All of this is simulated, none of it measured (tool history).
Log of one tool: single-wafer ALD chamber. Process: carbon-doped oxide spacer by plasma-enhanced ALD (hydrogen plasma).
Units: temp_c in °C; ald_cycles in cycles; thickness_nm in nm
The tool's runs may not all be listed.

| run | day | temp_c | ald_cycles | thickness_nm |
|---|---|---|---|---|
| 1 | 0 | 390 | 223 | 12.274 |
| 2 | 0.25 | 390 | 246 | 13.322 |
| 3 | 0.371 | 390 | 267 | 14.384 |
| 4 | 0.733 | 390 | 294 | 15.959 |
| 5 | 1.092 | 390 | 271 | 14.767 |
| 6 | 1.375 | 400 | 271 | 14.759 |
| 7 | 1.742 | 400 | 253 | 13.616 |
| 8 | 2.083 | 400 | 240 | 13.122 |
| 9 | 2.221 | 400 | 228 | 12.271 |

Run 10 is up next; what results do you expect?
| 10 | 2.475 | 400 | 221 | ? |

Run 10 gave thickness_nm 11.974 nm.
